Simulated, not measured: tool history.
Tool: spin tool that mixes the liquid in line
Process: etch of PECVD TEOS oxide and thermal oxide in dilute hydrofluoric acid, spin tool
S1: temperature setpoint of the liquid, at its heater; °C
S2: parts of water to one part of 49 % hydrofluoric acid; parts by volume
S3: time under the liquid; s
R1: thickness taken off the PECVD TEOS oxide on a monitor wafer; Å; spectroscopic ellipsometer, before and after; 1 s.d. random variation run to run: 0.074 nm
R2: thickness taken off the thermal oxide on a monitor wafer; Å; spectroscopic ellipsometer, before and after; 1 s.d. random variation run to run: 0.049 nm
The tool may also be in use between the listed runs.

run,hour,S1,S2,S3,R1,R2
1,0.0,21.0,245,180,106.19,28.175
2,5.2,21.0,180,180,155.36,39.227
3,11.3,20.0,180,180,148.79,38.067
4,13.8,20.0,180,230,190.72,49.556
5,20.4,20.0,130,230,275.49,71.182
6,24.9,19.5,155,230,221.47,56.891
7,31.5,19.0,170,230,195.10,50.569

What does the tool deliver on the next run?
8,36.3,18.5,180,230,?,?

Run 8 produced R1 179.23 Å, R2 46.900 Å.
